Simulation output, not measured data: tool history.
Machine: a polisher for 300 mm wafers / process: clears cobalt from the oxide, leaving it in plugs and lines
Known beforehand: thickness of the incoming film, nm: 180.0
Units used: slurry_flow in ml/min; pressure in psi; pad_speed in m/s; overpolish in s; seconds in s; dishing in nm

Run 1, hour 0.0: slurry_flow 220 ml/min, pressure 2.2 psi, pad_speed 1.14 m/s, overpolish 22 s. Result: seconds 29.168 s, dishing 67.964 nm.
Run 2, hour 2.3: slurry_flow 220 ml/min, pressure 2.2 psi, pad_speed 0.86 m/s, overpolish 22 s. Result: seconds 38.780 s, dishing 61.843 nm.
Run 3, hour 9.6: slurry_flow 190 ml/min, pressure 2.3 psi, pad_speed 1.10 m/s, overpolish 17 s. Result: seconds 29.724 s, dishing 59.638 nm.
Run 4, hour 11.1: slurry_flow 190 ml/min, pressure 2.3 psi, pad_speed 0.96 m/s, overpolish 17 s. Result: seconds 34.889 s, dishing 58.376 nm.
Run 5, hour 15.6: slurry_flow 195 ml/min, pressure 2.2 psi, pad_speed 1.24 m/s, overpolish 14 s. Result: seconds 26.839 s, dishing 55.876 nm.
Run 6, hour 23.2: slurry_flow 195 ml/min, pressure 2.2 psi, pad_speed 1.42 m/s, overpolish 12 s. Result: seconds 23.748 s, dishing 58.206 nm.
Run 7, hour 31.0: slurry_flow 170 ml/min, pressure 2.2 psi, pad_speed 1.54 m/s, overpolish 10 s. Result: seconds 23.007 s, dishing 51.694 nm.

Expected results for the next run?
Run 8, hour 33.2: slurry_flow 155 ml/min, pressure 2.4 psi, pad_speed 1.62 m/s, overpolish 9 s. Result: seconds ?, dishing ?.

seconds: 20.311 s
dishing: 51.518 nm

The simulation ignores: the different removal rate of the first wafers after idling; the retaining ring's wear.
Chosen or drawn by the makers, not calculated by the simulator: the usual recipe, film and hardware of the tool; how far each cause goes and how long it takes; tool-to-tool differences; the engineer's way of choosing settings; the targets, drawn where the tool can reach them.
